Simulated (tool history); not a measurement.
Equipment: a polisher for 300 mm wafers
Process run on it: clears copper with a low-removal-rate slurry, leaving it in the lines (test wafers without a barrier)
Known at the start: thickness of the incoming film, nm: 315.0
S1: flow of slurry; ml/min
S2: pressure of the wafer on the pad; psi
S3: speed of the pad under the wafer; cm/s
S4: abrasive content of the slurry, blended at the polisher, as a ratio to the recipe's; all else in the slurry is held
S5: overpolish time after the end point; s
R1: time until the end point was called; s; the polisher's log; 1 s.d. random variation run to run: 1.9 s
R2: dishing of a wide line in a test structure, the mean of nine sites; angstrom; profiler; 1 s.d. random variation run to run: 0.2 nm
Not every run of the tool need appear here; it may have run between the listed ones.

| run | day | S1 | S2 | S3 | S4 | S5 | R1 | R2 |
|---|---|---|---|---|---|---|---|---|
| 1 | 0.000 | 155 | 2.8 | 110 | 1.0 | 12 | 92.840 | 266.24 |
| 2 | 0.346 | 155 | 2.8 | 96 | 1.0 | 12 | 99.205 | 247.06 |
| 3 | 0.383 | 155 | 2.6 | 96 | 1.0 | 11 | 105.740 | 215.96 |
| 4 | 0.467 | 155 | 2.6 | 96 | 1.0 | 13 | 108.580 | 241.38 |
| 5 | 0.492 | 155 | 2.6 | 96 | 1.0 | 10 | 109.580 | 193.62 |
| 6 | 0.704 | 155 | 3.2 | 96 | 1.0 | 10 | 88.403 | 230.87 |
| 7 | 0.829 | 155 | 2.9 | 96 | 1.0 | 10 | 96.618 | 206.75 |
| 8 | 0.904 | 155 | 2.7 | 96 | 1.0 | 10 | 101.980 | 198.73 |

Estimate the outcome of run 9 from the log above:
| 9 | 1.058 | 155 | 2.5 | 96 | 1.0 | 10 | ? | ? |

R1: 109.940 s
R2: 193.11 angstrom
